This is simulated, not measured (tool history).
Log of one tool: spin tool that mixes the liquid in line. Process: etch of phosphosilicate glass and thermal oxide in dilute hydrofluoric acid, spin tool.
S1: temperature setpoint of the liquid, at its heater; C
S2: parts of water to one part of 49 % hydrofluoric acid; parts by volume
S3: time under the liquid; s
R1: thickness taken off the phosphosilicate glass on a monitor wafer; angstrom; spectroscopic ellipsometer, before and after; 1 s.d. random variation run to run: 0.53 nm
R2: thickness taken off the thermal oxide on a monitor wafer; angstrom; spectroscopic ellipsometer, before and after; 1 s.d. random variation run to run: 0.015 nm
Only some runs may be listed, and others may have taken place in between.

| run | hour | S1 | S2 | S3 | R1 | R2 |
|---|---|---|---|---|---|---|
| 1 | 0.0 | 23 | 45 | 30 | 1466.20 | 35.563 |
| 2 | 8.5 | 26 | 45 | 30 | 1676.90 | 39.776 |
| 3 | 15.4 | 26 | 35 | 30 | 2152.40 | 51.608 |
| 4 | 22.6 | 26 | 35 | 40 | 2891.70 | 69.668 |
| 5 | 25.8 | 23 | 50 | 40 | 1779.10 | 41.844 |
| 6 | 33.8 | 21 | 60 | 40 | 1329.70 | 31.850 |
| 7 | 36.1 | 20 | 65 | 40 | 1166.20 | 28.243 |

Run 8 comes next. What will it give?
| 8 | 40.4 | 19 | 70 | 35 | ? | ? |

Run 8 came out at R1 900.82 angstrom, R2 21.298 angstrom.

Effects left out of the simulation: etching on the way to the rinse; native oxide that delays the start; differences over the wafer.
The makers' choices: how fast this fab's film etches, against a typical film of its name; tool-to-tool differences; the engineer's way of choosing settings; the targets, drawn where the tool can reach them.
